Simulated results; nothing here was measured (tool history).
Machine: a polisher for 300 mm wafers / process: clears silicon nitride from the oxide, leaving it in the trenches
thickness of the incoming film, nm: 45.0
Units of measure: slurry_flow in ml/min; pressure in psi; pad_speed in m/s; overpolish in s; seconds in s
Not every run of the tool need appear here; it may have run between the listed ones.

run,hour,slurry_flow,pressure,pad_speed,overpolish,seconds
1,0.0,220,1.8,0.86,4,101.10
2,8.4,220,1.6,0.84,4,110.61
3,16.8,220,1.6,0.72,4,129.23
4,23.4,220,1.5,0.72,4,134.70
5,26.9,220,1.5,0.72,4,133.14
6,32.7,260,1.5,0.72,4,133.37
7,39.3,260,1.4,0.72,4,141.32

Run 8 has not been measured yet. What should we expect?
8,46.3,260,1.3,0.72,4,?

seconds: 152.21 s

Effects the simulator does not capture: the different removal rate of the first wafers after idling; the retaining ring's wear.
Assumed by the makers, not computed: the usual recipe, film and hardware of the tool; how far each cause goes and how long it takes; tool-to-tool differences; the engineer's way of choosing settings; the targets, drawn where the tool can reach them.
